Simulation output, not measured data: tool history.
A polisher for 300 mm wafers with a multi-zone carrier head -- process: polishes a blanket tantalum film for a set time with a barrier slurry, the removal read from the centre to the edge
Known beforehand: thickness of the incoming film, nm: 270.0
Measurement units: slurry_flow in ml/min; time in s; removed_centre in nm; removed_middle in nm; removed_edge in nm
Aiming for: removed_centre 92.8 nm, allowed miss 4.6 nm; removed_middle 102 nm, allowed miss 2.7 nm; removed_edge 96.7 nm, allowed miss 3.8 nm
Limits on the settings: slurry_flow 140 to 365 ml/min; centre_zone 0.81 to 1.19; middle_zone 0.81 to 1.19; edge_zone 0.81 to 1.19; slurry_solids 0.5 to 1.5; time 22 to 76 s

run 1 hour=0 | slurry_flow=235 centre_zone=1 middle_zone=1 edge_zone=1 slurry_solids=1 time=49 | removed_centre=71.527 removed_middle=72.772 removed_edge=72.521
run 2 hour=1.1 | slurry_flow=235 centre_zone=1 middle_zone=1.06 edge_zone=1 slurry_solids=1 time=49 | removed_centre=71.894 removed_middle=75.608 removed_edge=71.96
run 3 hour=7.4 | slurry_flow=240 centre_zone=1 middle_zone=1.07 edge_zone=1.02 slurry_solids=1.1 time=50 | removed_centre=75.611 removed_middle=80.168 removed_edge=77.852
run 4 hour=8.8 | slurry_flow=245 centre_zone=1.01 middle_zone=1.09 edge_zone=1.03 slurry_solids=1.15 time=50 | removed_centre=77.627 removed_middle=81.561 removed_edge=78.26
run 5 hour=17.2 | slurry_flow=250 centre_zone=1.01 middle_zone=1.1 edge_zone=1.04 slurry_solids=1.2 time=51 | removed_centre=78.517 removed_middle=86.291 removed_edge=81.026
run 6 hour=20.8 | slurry_flow=250 centre_zone=1.02 middle_zone=1.1 edge_zone=1.05 slurry_solids=1.25 time=52 | removed_centre=81.353 removed_middle=88.207 removed_edge=83.706
run 7 hour=26.8 | slurry_flow=255 centre_zone=1.03 middle_zone=1.11 edge_zone=1.06 slurry_solids=1.3 time=52 | removed_centre=87.115 removed_middle=90.186 removed_edge=84.542
run 8 hour=31.4 | slurry_flow=255 centre_zone=1.02 middle_zone=1.12 edge_zone=1.08 slurry_solids=1.35 time=52 | removed_centre=83.27 removed_middle=90.894 removed_edge=86.37
run 9 hour=38 | slurry_flow=260 centre_zone=1.02 middle_zone=1.13 edge_zone=1.09 slurry_solids=1.4 time=52 | removed_centre=87.056 removed_middle=92.366 removed_edge=87.009
run 10 hour=45.2 | slurry_flow=260 centre_zone=1.02 middle_zone=1.14 edge_zone=1.1 slurry_solids=1.4 time=53 | removed_centre=87.514 removed_middle=96.185 removed_edge=90.772
run 11 hour=47.1 | slurry_flow=265 centre_zone=1.02 middle_zone=1.14 edge_zone=1.11 slurry_solids=1.4 time=53 | removed_centre=87.6 removed_middle=94.983 removed_edge=92.591
run 12 hour=49.2 | slurry_flow=270 centre_zone=1.02 middle_zone=1.15 edge_zone=1.11 slurry_solids=1.4 time=53 | removed_centre=86.695 removed_middle=98.278 removed_edge=89.472
run 13 hour=53.4 | slurry_flow=270 centre_zone=1.02 middle_zone=1.15 edge_zone=1.12 slurry_solids=1.4 time=53 | removed_centre=88.378 removed_middle=97.163 removed_edge=89.051
run 14 hour=59.3 | slurry_flow=265 centre_zone=1.02 middle_zone=1.15 edge_zone=1.12 slurry_solids=1.45 time=54 | removed_centre=91.626 removed_middle=99.583 removed_edge=94.994

Exercise: of the 5 proposed moves below, exactly one satisfies all targets within the stated allowed misses. Which move is it?
run A hour=65.2 | slurry_flow=230 centre_zone=0.98 middle_zone=1.07 edge_zone=1.16 slurry_solids=1.5 time=56 | removed_centre=? removed_middle=? removed_edge=?
run B hour=65.2 | slurry_flow=265 centre_zone=1.08 middle_zone=1.14 edge_zone=1.14 slurry_solids=1.4 time=54 | removed_centre=? removed_middle=? removed_edge=?
run C hour=65.2 | slurry_flow=235 centre_zone=1.01 middle_zone=1.13 edge_zone=1.1 slurry_solids=1.5 time=56 | removed_centre=? removed_middle=? removed_edge=?
run D hour=65.2 | slurry_flow=235 centre_zone=1.01 middle_zone=1.04 edge_zone=1.14 slurry_solids=1.4 time=57 | removed_centre=? removed_middle=? removed_edge=?
run E hour=65.2 | slurry_flow=235 centre_zone=1 middle_zone=1.06 edge_zone=1.17 slurry_solids=1.45 time=55 | removed_centre=? removed_middle=? removed_edge=?

move=A removed_centre=88.27 removed_middle=96.79 removed_edge=99.526
move=B removed_centre=93.752 removed_middle=97.86 removed_edge=94.441
move=C removed_centre=91.228 removed_middle=101.32 removed_edge=96.924
move=D removed_centre=91.356 removed_middle=94.981 removed_edge=99.015
move=E removed_centre=87.994 removed_middle=93.809 removed_edge=97.599
A: the biggest miss grows against the last run
B: the biggest miss grows against the last run
C: in spec on every target
D: the biggest miss grows against the last run
E: the biggest miss grows against the last run
Answer: C

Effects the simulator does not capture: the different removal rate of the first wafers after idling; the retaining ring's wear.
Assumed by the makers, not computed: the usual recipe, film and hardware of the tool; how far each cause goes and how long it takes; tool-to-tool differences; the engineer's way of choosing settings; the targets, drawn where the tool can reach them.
